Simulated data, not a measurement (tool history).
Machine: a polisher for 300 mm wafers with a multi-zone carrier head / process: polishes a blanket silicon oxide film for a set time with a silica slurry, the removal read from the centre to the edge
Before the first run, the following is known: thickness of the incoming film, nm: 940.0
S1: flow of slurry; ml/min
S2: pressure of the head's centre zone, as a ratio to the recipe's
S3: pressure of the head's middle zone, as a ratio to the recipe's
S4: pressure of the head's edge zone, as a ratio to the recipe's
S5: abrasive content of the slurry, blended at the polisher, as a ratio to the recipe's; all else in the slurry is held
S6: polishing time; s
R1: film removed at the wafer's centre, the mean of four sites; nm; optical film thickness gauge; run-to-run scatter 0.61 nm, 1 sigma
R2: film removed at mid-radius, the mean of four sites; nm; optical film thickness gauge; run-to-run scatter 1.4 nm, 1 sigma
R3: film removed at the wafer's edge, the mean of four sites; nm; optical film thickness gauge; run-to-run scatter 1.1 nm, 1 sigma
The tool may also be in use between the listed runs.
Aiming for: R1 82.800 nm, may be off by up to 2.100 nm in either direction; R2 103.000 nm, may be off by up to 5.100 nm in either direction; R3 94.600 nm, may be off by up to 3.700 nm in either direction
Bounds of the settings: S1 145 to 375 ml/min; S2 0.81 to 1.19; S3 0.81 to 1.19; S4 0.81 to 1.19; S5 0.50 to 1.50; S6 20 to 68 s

run	hour	S1	S2	S3	S4	S5	S6	R1	R2	R3
1	0.0	240	1.00	1.00	1.00	1.00	44	146.560	149.200	148.890
2	5.8	240	1.00	1.00	1.00	1.15	44	157.250	157.030	158.400
3	14.3	235	0.98	1.00	0.98	1.05	43	143.690	151.430	145.820
4	19.9	280	0.98	1.00	0.98	1.05	43	145.360	155.800	147.010
5	26.4	280	0.98	0.95	0.98	1.05	43	146.760	145.510	152.540
6	35.0	280	0.98	1.00	0.98	1.05	43	145.600	154.940	149.630
7	41.3	270	0.96	0.99	0.96	0.95	42	134.240	140.680	137.070
8	49.1	265	0.94	1.00	0.96	0.90	41	123.130	136.670	130.710
9	51.5	260	0.92	1.00	0.94	0.85	41	116.290	129.880	123.420
10	52.2	190	0.82	1.04	0.89	0.60	40	79.954	101.790	95.629
11	60.0	195	0.82	1.04	0.88	0.60	40	79.542	102.260	92.482
12	66.9	200	0.82	1.04	0.88	0.60	40	79.838	103.880	95.114

Which single option among these 5 for the next run brings every result within its allowed miss of target? Just one does.
A	73.8	305	0.83	1.06	1.04	0.65	35	?	?	?
B	73.8	145	0.83	1.03	0.85	0.50	49	?	?	?
C	73.8	180	0.81	1.02	0.89	0.60	40	?	?	?
D	73.8	255	0.82	1.06	0.86	0.75	33	?	?	?
E	73.8	175	0.81	1.14	0.95	0.60	39	?	?	?

move	R1	R2	R3
A	77.709	100.380	96.270
B	81.390	103.860	95.366
C	76.614	98.938	92.583
D	77.291	101.300	89.215
E	74.394	105.600	92.589
A: the biggest miss grows against the last run
B: every result within its allowed miss
C: the biggest miss grows against the last run
D: the biggest miss grows against the last run
E: the biggest miss grows against the last run
The move that meets every target is B.

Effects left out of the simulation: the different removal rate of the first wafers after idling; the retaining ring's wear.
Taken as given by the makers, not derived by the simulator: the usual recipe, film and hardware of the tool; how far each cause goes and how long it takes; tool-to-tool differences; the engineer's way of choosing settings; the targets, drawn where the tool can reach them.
